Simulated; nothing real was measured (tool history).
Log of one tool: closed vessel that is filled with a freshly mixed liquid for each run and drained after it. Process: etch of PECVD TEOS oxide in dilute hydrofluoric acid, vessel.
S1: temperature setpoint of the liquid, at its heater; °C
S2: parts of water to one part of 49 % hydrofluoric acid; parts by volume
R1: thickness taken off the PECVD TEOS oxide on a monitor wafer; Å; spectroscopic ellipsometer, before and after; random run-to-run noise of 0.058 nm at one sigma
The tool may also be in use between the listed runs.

{"run": 1, "hour": 0.0, "S1": 22, "S2": 275, "time in the liquid (s)": 210, "R1": 142.28}
{"run": 2, "hour": 7.3, "S1": 20.5, "S2": 275, "time in the liquid (s)": 210, "R1": 132.76}
{"run": 3, "hour": 10.7, "S1": 20.5, "S2": 275, "time in the liquid (s)": 210, "R1": 134.05}
{"run": 4, "hour": 19.3, "S1": 20.5, "S2": 205, "time in the liquid (s)": 210, "R1": 193.24}
{"run": 5, "hour": 21.9, "S1": 19.5, "S2": 220, "time in the liquid (s)": 210, "R1": 169.73}
{"run": 6, "hour": 30.7, "S1": 19.5, "S2": 220, "time in the liquid (s)": 230, "R1": 187.52}

Run 7, settings as shown, results not yet in. Your forecast:
{"run": 7, "hour": 34.5, "S1": 19, "S2": 235, "time in the liquid (s)": 230, "R1": "?"}

{"run 7": {"R1": 168.71}}
